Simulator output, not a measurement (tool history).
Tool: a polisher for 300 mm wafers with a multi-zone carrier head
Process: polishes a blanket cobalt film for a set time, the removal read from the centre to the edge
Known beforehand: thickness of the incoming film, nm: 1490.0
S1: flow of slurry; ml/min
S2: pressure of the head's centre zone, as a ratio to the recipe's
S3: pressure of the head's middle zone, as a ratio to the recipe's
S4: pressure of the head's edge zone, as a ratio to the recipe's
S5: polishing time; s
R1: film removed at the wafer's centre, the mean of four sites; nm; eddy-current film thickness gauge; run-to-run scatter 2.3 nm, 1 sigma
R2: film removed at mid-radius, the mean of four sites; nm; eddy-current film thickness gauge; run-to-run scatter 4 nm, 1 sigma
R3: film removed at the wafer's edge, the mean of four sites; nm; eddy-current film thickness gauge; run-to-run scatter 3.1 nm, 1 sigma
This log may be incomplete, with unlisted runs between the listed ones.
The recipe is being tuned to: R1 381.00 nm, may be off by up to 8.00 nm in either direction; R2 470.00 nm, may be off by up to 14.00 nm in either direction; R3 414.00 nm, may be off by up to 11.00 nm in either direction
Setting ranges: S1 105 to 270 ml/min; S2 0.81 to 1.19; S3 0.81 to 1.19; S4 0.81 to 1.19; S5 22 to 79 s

run,hour,S1,S2,S3,S4,S5,R1,R2,R3
1,0.0,175,1.00,1.00,1.00,50,365.12,371.74,371.50
2,2.1,175,1.00,1.00,1.00,42,307.30,311.12,311.46
3,5.2,175,1.00,0.93,1.00,42,310.58,293.93,316.92
4,12.2,180,1.00,0.96,1.02,43,316.91,308.95,324.29
5,13.9,180,1.00,0.96,1.07,43,317.20,307.39,328.24
6,21.2,185,0.99,0.99,1.08,44,323.19,333.63,340.30
7,25.9,190,0.99,1.01,1.09,45,336.15,338.41,352.38
8,31.2,195,0.98,1.03,1.08,46,335.36,353.48,359.61
9,38.0,195,0.98,1.05,1.07,47,345.37,372.11,363.41
10,46.7,200,0.98,1.07,1.08,47,346.39,375.23,370.21

4 next moves are on the table. One of them brings every result within its allowed miss. Which?
A,55.4,240,0.90,1.19,0.97,55,?,?,?
B,55.4,195,0.89,1.10,0.93,57,?,?,?
C,55.4,200,0.92,1.18,1.02,58,?,?,?
D,55.4,180,0.90,1.19,1.05,57,?,?,?

move,R1,R2,R3
A,380.79,488.33,418.03
B,378.89,460.90,417.11
C,400.38,499.75,444.18
D,378.68,487.61,438.00
A: the result that was furthest off in the last run now lies on the other side of its target
B: every result within its allowed miss
C: the result that was furthest off in the last run now lies on the other side of its target
D: the result that was furthest off in the last run now lies on the other side of its target
Go with B: it meets all targets.
